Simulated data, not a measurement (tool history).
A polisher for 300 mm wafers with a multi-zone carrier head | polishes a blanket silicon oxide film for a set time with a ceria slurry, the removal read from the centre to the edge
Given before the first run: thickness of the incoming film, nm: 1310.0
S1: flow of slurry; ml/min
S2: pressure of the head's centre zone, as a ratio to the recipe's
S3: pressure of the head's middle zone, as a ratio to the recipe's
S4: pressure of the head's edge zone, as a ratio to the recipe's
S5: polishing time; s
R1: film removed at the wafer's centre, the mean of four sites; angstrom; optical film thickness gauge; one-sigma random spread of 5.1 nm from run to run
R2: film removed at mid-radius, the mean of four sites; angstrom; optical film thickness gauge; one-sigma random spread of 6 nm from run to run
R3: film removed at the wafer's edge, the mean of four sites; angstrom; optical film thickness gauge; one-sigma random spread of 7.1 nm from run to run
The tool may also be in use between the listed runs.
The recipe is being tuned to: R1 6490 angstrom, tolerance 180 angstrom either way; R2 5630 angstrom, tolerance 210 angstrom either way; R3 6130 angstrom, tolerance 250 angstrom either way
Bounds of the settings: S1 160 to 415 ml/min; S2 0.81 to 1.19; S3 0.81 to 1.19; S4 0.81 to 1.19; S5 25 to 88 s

run,day,S1,S2,S3,S4,S5,R1,R2,R3
1,0,265,1,1,1,56,4347.9,4291.9,4229.1
2,0.158,265,1,1,1.08,56,4264.5,4190,4369.5
3,0.221,265,1,1,1.08,45,3498.3,3371.6,3533.2
4,0.375,265,1,1,1.08,54,4142.3,4070.3,4231.4
5,0.538,265,1.07,1,1.08,54,4359.8,4043.4,4305.9
6,0.704,325,1.07,1,1.08,54,4491.6,4202.4,4314.5
7,0.829,325,1.08,1,1.08,56,4707.5,4366,4467.5
8,0.971,325,1.09,1,1.09,57,4800.5,4450.2,4624.1
9,1.258,325,1.09,1,1.09,57,4712.6,4349.7,4581.8
10,1.308,325,1.1,1,1.09,59,4996.2,4521.6,4648.8
11,1.404,320,1.1,1,1.1,61,5092.7,4736.2,4815.6
12,1.471,320,1.1,0.99,1.11,62,5210.8,4712.1,5056.8
13,1.754,320,1.11,0.99,1.11,63,5345.7,4702.7,5119.5
14,1.833,320,1.12,0.99,1.11,64,5505,4955.9,5197.7
15,1.95,320,1.13,0.99,1.12,65,5528.4,4960.9,5258.6
16,2.204,325,1.13,0.99,1.12,66,5636.9,5073.6,5285
17,2.542,330,1.13,0.99,1.13,67,5742.6,5087.8,5549.3
18,2.696,335,1.14,0.99,1.13,67,5724.5,5142,5547.1
19,2.729,335,1.14,0.99,1.13,68,5892.1,5101.9,5563.4
20,3.017,335,1.14,0.99,1.13,69,5987.3,5318.3,5519.2
21,3.075,335,1.14,0.99,1.14,70,6160.6,5447.4,5709.9
22,3.275,340,1.14,0.98,1.17,72,6293.6,5544.6,6058.7
23,3.633,350,1.15,0.98,1.17,72,6294.6,5517.2,6040.6

Exercise: of the 4 proposed moves below, exactly one satisfies all targets within the stated allowed misses. Which move is it?
A,3.992,415,1.18,1.01,1.01,72,?,?,?
B,3.992,390,1.08,0.95,1.14,83,?,?,?
C,3.992,355,1.15,0.98,1.16,74,?,?,?
D,3.992,325,1.14,1.02,1.13,70,?,?,?

move,R1,R2,R3
A,6540.5,5592.8,5747.8
B,7034.7,6097.2,7020.7
C,6510.8,5537.7,6278.1
D,6071.3,5378.5,5822.5
A: gets the furthest-off result to its target, but another result is out of tolerance
B: the result that was furthest off in the last run now lies on the other side of its target
C: all results in spec
D: lands further from the targets than the last run did
So the answer is move C, the one that meets all the targets.

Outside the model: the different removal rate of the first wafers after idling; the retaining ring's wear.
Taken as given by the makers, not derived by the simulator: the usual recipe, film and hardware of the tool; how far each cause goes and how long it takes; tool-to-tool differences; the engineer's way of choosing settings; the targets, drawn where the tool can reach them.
